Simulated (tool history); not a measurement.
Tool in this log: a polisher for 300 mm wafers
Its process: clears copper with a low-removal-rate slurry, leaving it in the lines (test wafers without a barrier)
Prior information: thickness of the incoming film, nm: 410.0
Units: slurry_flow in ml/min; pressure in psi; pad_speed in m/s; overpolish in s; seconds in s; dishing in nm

| run | hour | slurry_flow | pressure | pad_speed | slurry_solids | overpolish | seconds | dishing |
|---|---|---|---|---|---|---|---|---|
| 1 | 0.0 | 200 | 3.7 | 1.22 | 1.00 | 21 | 115.54 | 34.332 |
| 2 | 3.3 | 200 | 3.7 | 1.22 | 1.15 | 21 | 112.80 | 34.011 |
| 3 | 12.0 | 200 | 3.4 | 1.16 | 1.15 | 20 | 127.17 | 30.403 |
| 4 | 13.0 | 200 | 3.2 | 1.10 | 1.15 | 21 | 140.77 | 30.797 |
| 5 | 20.7 | 200 | 3.0 | 1.04 | 1.15 | 20 | 158.18 | 28.202 |
| 6 | 21.7 | 200 | 3.4 | 1.04 | 1.15 | 20 | 142.53 | 29.338 |
| 7 | 25.5 | 200 | 3.2 | 1.00 | 1.15 | 20 | 156.01 | 28.520 |
| 8 | 33.5 | 200 | 3.0 | 0.96 | 1.15 | 20 | 173.22 | 27.265 |
| 9 | 40.6 | 200 | 2.8 | 0.94 | 1.15 | 20 | 189.19 | 26.071 |
| 10 | 48.5 | 200 | 2.8 | 0.94 | 1.15 | 20 | 187.25 | 25.848 |
| 11 | 56.8 | 200 | 2.6 | 0.92 | 1.15 | 20 | 206.66 | 24.798 |
| 12 | 64.8 | 200 | 2.5 | 0.92 | 1.15 | 20 | 207.19 | 24.196 |
|  | 67.9 | slurry nozzle cleaned |
| 13 | 67.9 | 200 | 2.4 | 0.90 | 1.15 | 20 | 210.35 | 24.134 |
| 14 | 71.2 | 195 | 1.7 | 0.68 | 1.10 | 18 | 380.10 | 13.966 |

Run 15 is up next; what results do you expect?
| 15 | 74.6 | 200 | 1.8 | 0.68 | 1.10 | 19 | ? | ? |

Run 15 produced seconds 354.49 s, dishing 15.771 nm.
